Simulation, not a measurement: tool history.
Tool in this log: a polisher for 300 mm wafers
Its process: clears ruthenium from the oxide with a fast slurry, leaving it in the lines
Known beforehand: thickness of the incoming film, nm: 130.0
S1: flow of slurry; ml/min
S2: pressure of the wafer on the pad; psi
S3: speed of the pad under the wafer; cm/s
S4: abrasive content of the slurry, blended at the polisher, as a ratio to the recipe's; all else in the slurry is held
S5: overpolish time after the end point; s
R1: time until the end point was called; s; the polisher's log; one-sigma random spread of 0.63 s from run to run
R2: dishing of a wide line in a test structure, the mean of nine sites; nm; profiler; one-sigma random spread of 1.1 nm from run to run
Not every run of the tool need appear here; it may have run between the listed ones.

run,hour,S1,S2,S3,S4,S5,R1,R2
1,0,310,3.1,100,1,29,26.431,81.172
2,7.9,310,3,100,1,30,27.106,80.134
3,13.9,310,2.9,100,1,31,27.791,81.454
4,16.7,310,2.9,100,1,42,28.375,93.571
5,18.5,310,2.8,100,1,42,28.764,93.495
6,22.5,310,2.8,100,0.9,42,30.378,93.605
7,28.1,310,2.7,100,0.9,41,30.764,89.924
8,30.5,310,2.6,100,0.9,41,31.883,86.921

What will run 9 give?
9,33.6,310,2.5,100,0.9,41,?,?

{"run 9": {"R1": 33.641, "R2": 84.071}}
